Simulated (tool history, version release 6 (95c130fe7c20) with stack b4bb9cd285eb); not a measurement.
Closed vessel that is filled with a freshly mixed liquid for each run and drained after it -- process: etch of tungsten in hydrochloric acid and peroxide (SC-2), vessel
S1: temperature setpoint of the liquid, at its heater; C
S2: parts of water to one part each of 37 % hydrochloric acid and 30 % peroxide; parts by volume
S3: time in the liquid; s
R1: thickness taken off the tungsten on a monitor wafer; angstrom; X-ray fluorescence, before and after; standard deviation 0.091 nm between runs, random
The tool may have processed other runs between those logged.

run	hour	S1	S2	S3	R1
1	0.0	54.0	12.0	210	381.82
2	2.7	48.0	12.0	210	258.72
3	8.8	54.5	12.0	210	391.75
4	12.2	49.5	12.0	210	285.33
5	18.7	45.0	12.0	210	208.03
6	22.6	45.0	12.0	210	208.54
7	29.3	43.0	12.0	210	183.64
8	34.1	41.5	12.0	210	163.82
9	42.2	40.5	12.0	210	153.22

Run 10, settings as shown, results not yet in. Your forecast:
10	49.8	40.0	12.0	210	?

R1: 149.04 angstrom

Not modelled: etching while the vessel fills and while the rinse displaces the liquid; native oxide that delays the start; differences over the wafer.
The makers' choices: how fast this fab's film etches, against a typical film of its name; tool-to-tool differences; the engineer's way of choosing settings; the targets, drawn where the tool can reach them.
